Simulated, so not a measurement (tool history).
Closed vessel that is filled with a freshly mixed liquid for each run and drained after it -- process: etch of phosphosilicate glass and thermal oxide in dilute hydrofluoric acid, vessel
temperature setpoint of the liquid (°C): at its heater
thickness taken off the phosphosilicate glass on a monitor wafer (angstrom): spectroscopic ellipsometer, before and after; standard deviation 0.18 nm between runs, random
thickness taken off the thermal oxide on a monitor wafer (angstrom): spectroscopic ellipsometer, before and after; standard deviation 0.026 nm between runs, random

| run | hour | temperature setpoint of the liquid (°C) | parts of water to one part of 49 % hydrofluoric acid (parts by volume) | time in the liquid (s) | thickness taken off the phosphosilicate glass on a monitor wafer (angstrom) | thickness taken off the thermal oxide on a monitor wafer (angstrom) |
|---|---|---|---|---|---|---|
| 1 | 0.0 | 25.0 | 130 | 60 | 509.39 | 20.954 |
| 2 | 8.1 | 22.5 | 130 | 60 | 460.79 | 18.997 |
| 3 | 13.3 | 21.0 | 130 | 60 | 437.55 | 18.307 |
| 4 | 15.7 | 21.0 | 130 | 75 | 545.24 | 22.180 |
| 5 | 20.3 | 19.5 | 140 | 75 | 470.60 | 19.250 |
| 6 | 28.8 | 19.5 | 185 | 75 | 339.63 | 13.647 |
| 7 | 32.2 | 20.5 | 185 | 75 | 353.10 | 14.449 |
| 8 | 37.8 | 21.0 | 185 | 75 | 359.03 | 14.687 |

Forecast run 9:
| 9 | 43.3 | 21.5 | 185 | 75 | ? | ? |

Run 9 measured thickness taken off the phosphosilicate glass on a monitor wafer (angstrom) 367.54, thickness taken off the thermal oxide on a monitor wafer (angstrom) 15.441.
